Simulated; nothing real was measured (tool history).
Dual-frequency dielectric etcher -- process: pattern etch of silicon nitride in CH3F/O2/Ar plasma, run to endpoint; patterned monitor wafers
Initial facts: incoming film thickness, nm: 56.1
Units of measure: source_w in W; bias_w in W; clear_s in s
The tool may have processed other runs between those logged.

{"run": 1, "day": 0.0, "source_w": 290, "bias_w": 93, "clear_s": 83.632}
{"run": 2, "day": 0.371, "source_w": 280, "bias_w": 91, "clear_s": 84.767}
{"run": 3, "day": 0.512, "source_w": 270, "bias_w": 88, "clear_s": 86.197}
{"run": 4, "day": 0.612, "source_w": 240, "bias_w": 88, "clear_s": 88.707}
{"run": 5, "day": 0.725, "source_w": 230, "bias_w": 85, "clear_s": 90.934}
{"run": 6, "day": 0.967, "source_w": 200, "bias_w": 85, "clear_s": 93.243}
{"run": 7, "day": 1.279, "source_w": 200, "bias_w": 85, "clear_s": 92.019}

For run 8, what comes out?
{"run": 8, "day": 1.592, "source_w": 200, "bias_w": 83, "clear_s": "?"}

Run 8 measured clear_s 94.426 s.

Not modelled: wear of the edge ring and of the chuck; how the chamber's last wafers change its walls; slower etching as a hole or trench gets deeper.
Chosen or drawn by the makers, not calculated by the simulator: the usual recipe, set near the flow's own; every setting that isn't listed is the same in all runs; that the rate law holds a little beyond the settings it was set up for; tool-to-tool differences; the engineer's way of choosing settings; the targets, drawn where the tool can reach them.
